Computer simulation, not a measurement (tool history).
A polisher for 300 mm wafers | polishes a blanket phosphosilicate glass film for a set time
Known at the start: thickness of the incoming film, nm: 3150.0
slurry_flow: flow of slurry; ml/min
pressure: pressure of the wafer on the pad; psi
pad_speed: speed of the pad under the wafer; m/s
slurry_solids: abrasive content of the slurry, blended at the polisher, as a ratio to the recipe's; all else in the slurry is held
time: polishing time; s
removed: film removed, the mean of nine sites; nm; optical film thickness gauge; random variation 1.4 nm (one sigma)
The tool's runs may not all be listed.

Run 1, hour 0: slurry_flow 285 ml/min, pressure 3.3 psi, pad_speed 1.1 m/s, slurry_solids 1, time 28 s. Result: removed 266.44 nm.
Run 2, hour 1.3: slurry_flow 285 ml/min, pressure 3.3 psi, pad_speed 1.1 m/s, slurry_solids 0.8, time 28 s. Result: removed 245.48 nm.
Run 3, hour 2.9: slurry_flow 285 ml/min, pressure 3.1 psi, pad_speed 1.1 m/s, slurry_solids 0.8, time 28 s. Result: removed 235.47 nm.
Run 4, hour 9.8: slurry_flow 285 ml/min, pressure 2.9 psi, pad_speed 1.1 m/s, slurry_solids 0.8, time 28 s. Result: removed 224.27 nm.
Run 5, hour 15.9: slurry_flow 285 ml/min, pressure 2.9 psi, pad_speed 1.1 m/s, slurry_solids 0.8, time 25 s. Result: removed 202.63 nm.
Run 6, hour 18.4: slurry_flow 285 ml/min, pressure 2.8 psi, pad_speed 1.1 m/s, slurry_solids 0.8, time 25 s. Result: removed 199.19 nm.

Forecast run 7:
Run 7, hour 23.8: slurry_flow 285 ml/min, pressure 2.8 psi, pad_speed 1.1 m/s, slurry_solids 0.8, time 25 s. Result: removed ?.

removed: 199.68 nm
